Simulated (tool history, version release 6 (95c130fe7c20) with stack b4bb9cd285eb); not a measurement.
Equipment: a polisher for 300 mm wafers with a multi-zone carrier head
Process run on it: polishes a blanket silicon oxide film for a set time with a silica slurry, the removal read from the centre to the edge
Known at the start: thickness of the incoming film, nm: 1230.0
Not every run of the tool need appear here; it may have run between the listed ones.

| run | hour | flow of slurry (ml/min) | pressure of the head's centre zone | pressure of the head's middle zone | pressure of the head's edge zone | abrasive content of the slurry | polishing time (s) | film removed at the wafer's centre (Å) | film removed at mid-radius (Å) | film removed at the wafer's edge (Å) |
|---|---|---|---|---|---|---|---|---|---|---|
| 1 | 0 | 210 | 1 | 1 | 1 | 1 | 87 | 2308.5 | 2333.5 | 2374.4 |
| 2 | 8.8 | 210 | 1 | 1 | 0.93 | 1 | 87 | 2381.3 | 2360.6 | 2283.5 |
| 3 | 9.9 | 210 | 1.08 | 1 | 0.93 | 1 | 87 | 2508.4 | 2396.1 | 2239.8 |
| 4 | 14.1 | 205 | 1.09 | 0.99 | 0.9 | 0.85 | 81 | 2104.7 | 1881.9 | 1856.8 |
| 5 | 20.3 | 205 | 1.09 | 0.99 | 0.9 | 0.85 | 96 | 2513.1 | 2291.4 | 2166.7 |
| 6 | 22.9 | 205 | 1.09 | 0.99 | 0.9 | 0.75 | 96 | 2234.1 | 2044.9 | 1990.4 |

Estimate the outcome of run 7 from the log above:
| 7 | 29.7 | 205 | 1.09 | 0.99 | 0.9 | 0.75 | 96 | ? | ? | ? |

For run 7 the tool returned film removed at the wafer's centre (Å) 2267.2, film removed at mid-radius (Å) 2077.5, film removed at the wafer's edge (Å) 1975.4.
